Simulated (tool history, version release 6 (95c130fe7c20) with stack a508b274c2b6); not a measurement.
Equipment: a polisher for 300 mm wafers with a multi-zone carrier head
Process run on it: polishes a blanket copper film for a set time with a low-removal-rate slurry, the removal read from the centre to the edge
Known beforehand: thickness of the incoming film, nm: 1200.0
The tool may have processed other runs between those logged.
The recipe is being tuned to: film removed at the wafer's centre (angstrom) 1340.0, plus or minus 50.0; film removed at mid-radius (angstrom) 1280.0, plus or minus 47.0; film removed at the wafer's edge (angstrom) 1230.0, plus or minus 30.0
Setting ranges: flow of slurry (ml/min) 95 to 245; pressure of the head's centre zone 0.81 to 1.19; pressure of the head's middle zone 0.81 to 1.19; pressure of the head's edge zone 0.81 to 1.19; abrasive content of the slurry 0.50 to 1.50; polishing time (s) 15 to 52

run	day	flow of slurry (ml/min)	pressure of the head's centre zone	pressure of the head's middle zone	pressure of the head's edge zone	abrasive content of the slurry	polishing time (s)	film removed at the wafer's centre (angstrom)	film removed at mid-radius (angstrom)	film removed at the wafer's edge (angstrom)
1	0.000	155	1.00	1.00	1.00	1.00	33	1051.6	1066.8	1102.4
2	0.100	165	1.02	1.02	1.01	1.00	33	1088.7	1109.3	1112.0
3	0.138	130	1.02	1.02	1.01	1.00	33	1055.6	1035.1	1067.3
4	0.292	130	1.02	1.02	1.01	1.10	33	1060.5	1076.2	1092.7
5	0.508	145	1.04	1.02	1.02	1.10	33	1141.1	1112.5	1112.7
6	0.612	145	1.00	1.02	1.02	1.10	33	1061.4	1103.2	1121.7
7	0.971	160	1.02	1.02	1.03	1.10	33	1118.2	1141.6	1137.0
8	1.229	170	1.03	1.02	1.04	1.10	33	1144.6	1138.9	1152.4
9	1.350	180	1.04	1.03	1.04	1.10	33	1163.9	1161.2	1156.1
10	1.650	185	1.05	1.03	1.05	1.10	33	1167.9	1144.3	1151.3
11	1.979	190	1.06	1.04	1.05	1.15	33	1205.0	1175.4	1172.3

Of the 4 settings listed for the next run, only one would bring every result within its allowed miss of target. Which one?
A	2.308	200	0.93	1.16	1.14	0.90	35	?	?	?
B	2.308	225	1.09	1.06	1.01	0.85	34	?	?	?
C	2.308	190	1.13	1.10	1.06	1.15	34	?	?	?
D	2.308	185	1.16	0.89	1.14	1.05	34	?	?	?

move	film removed at the wafer's centre (angstrom)	film removed at mid-radius (angstrom)	film removed at the wafer's edge (angstrom)
A	1067.0	1308.6	1236.5
B	1221.0	1185.3	1130.6
C	1319.9	1275.2	1216.2
D	1320.8	1055.3	1236.5
A: moves away from the targets compared with the last run
B: moves away from the targets compared with the last run
C: each result inside its tolerance
D: meets the target for the result that was furthest off, but another lies outside its allowed miss
The move that meets every target is C.

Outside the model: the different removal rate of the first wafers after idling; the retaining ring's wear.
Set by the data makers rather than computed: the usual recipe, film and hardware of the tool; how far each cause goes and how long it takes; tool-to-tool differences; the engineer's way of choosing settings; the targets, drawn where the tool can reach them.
